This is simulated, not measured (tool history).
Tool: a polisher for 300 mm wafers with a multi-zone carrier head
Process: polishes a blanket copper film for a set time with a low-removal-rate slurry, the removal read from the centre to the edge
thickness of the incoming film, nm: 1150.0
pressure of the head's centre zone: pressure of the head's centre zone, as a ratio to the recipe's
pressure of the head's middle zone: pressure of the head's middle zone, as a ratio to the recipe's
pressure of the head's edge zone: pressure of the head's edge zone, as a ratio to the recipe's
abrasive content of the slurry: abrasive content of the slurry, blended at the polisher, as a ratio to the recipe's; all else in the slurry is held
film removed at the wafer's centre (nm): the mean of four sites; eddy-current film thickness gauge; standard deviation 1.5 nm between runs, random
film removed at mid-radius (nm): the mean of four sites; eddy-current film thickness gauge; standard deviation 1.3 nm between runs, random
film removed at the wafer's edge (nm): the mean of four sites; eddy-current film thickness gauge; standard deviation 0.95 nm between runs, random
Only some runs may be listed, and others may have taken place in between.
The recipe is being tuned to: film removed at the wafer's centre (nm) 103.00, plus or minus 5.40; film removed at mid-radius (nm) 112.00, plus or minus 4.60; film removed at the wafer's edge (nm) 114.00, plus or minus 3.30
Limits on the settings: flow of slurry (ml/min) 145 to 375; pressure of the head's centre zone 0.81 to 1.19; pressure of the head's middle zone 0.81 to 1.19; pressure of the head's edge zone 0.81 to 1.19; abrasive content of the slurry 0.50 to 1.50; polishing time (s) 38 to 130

run    day  flow of slurry (ml/min)  pressure of the head's centre zone  pressure of the head's middle zone  pressure of the head's edge zone  abrasive content of the slurry  polishing time (s)  film removed at the wafer's centre (nm)  film removed at mid-radius (nm)  film removed at the wafer's edge (nm)
  1  0.000                      240                                1.00                                1.00                              1.00                            1.00                  84                                   178.57                           170.21                                 193.13
  2  0.162                      235                                0.98                                1.01                              0.97                            0.90                  77                                   157.86                           157.49                                 173.35
  3  0.221                      235                                0.97                                1.01                              0.95                            0.80                  70                                   138.53                           139.64                                 150.87
  4  0.358                      235                                0.97                                1.07                              0.95                            0.80                  70                                   137.86                           144.84                                 150.64
  5  0.533                      195                                0.97                                1.07                              0.95                            0.80                  70                                   137.05                           144.34                                 148.41
  6  0.692                      195                                0.96                                1.06                              0.93                            0.75                  67                                   126.59                           136.91                                 139.17
  7  0.917                      195                                0.95                                1.04                              0.91                            0.70                  65                                   123.72                           128.80                                 132.95
  8  0.967                      195                                0.93                                1.04                              0.90                            0.65                  64                                   113.95                           127.38                                 129.46
  9  1.179                      195                                0.93                                1.03                              0.89                            0.60                  63                                   112.42                           117.54                                 124.48
 10  1.504                      190                                0.92                                1.03                              0.87                            0.60                  63                                   110.17                           118.77                                 122.78
 11  1.862                      190                                0.92                                1.03                              0.86                            0.60                  63                                   109.68                           120.82                                 123.26
 12  2.046                      190                                0.92                                1.03                              0.85                            0.60                  62                                   107.34                           119.23                                 121.69
 13  2.067                      185                                0.92                                1.03                              0.84                            0.60                  62                                   107.90                           120.61                                 118.63
 14  2.342                      185                                0.92                                1.02                              0.83                            0.60                  62                                   109.68                           118.15                                 120.42

Of the 4 settings listed for the next run, only one would bring every result within its allowed miss of target. Which one?
  A  2.617                      145                                0.90                                1.06                              0.81                            0.80                  65                                        ?                                ?                                      ?
  B  2.617                      190                                0.90                                0.99                              0.82                            0.50                  61                                        ?                                ?                                      ?
  C  2.617                      215                                0.88                                1.04                              0.88                            0.65                  65                                        ?                                ?                                      ?
  D  2.617                      160                                0.86                                1.02                              0.83                            0.55                  66                                        ?                                ?                                      ?

move  film removed at the wafer's centre (nm)  film removed at mid-radius (nm)  film removed at the wafer's edge (nm)
   A                                   115.17                           131.51                                 126.33
   B                                   103.66                           112.65                                 113.51
   C                                   113.14                           129.94                                 130.39
   D                                   106.80                           124.23                                 123.71
A: its largest miss is bigger than the last run's
B: each result inside its tolerance
C: its largest miss is bigger than the last run's
D: its largest miss is bigger than the last run's
So the answer is move B, the one that meets all the targets.
